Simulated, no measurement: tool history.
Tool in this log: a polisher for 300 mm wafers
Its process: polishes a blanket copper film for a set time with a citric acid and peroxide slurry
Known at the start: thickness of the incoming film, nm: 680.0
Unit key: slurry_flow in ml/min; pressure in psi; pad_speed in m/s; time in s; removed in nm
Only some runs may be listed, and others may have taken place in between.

| run | hour | slurry_flow | pressure | pad_speed | slurry_solids | time | removed |
|---|---|---|---|---|---|---|---|
| 1 | 0.0 | 250 | 3.9 | 1.20 | 1.0 | 65 | 261.80 |
| 2 | 1.2 | 250 | 4.0 | 1.20 | 1.0 | 65 | 266.32 |
| 3 | 3.2 | 250 | 4.0 | 1.30 | 1.0 | 65 | 284.12 |
| 4 | 7.9 | 250 | 3.2 | 1.30 | 1.0 | 65 | 249.40 |
| 5 | 8.5 | 210 | 3.2 | 1.30 | 1.0 | 65 | 246.48 |
| 6 | 17.2 | 210 | 3.3 | 1.30 | 1.0 | 65 | 247.19 |
| 7 | 22.0 | 215 | 3.4 | 1.30 | 1.0 | 65 | 253.62 |
| 8 | 28.1 | 215 | 3.5 | 1.30 | 1.0 | 65 | 257.68 |
| 9 | 31.7 | 220 | 3.6 | 1.30 | 1.0 | 65 | 264.44 |
| 10 | 38.4 | 220 | 3.7 | 1.30 | 1.0 | 65 | 267.24 |

The next listed run, before its measurement:
| 11 | 40.7 | 240 | 4.4 | 1.30 | 1.0 | 65 | ? |

For run 11 the tool returned removed 297.47 nm.

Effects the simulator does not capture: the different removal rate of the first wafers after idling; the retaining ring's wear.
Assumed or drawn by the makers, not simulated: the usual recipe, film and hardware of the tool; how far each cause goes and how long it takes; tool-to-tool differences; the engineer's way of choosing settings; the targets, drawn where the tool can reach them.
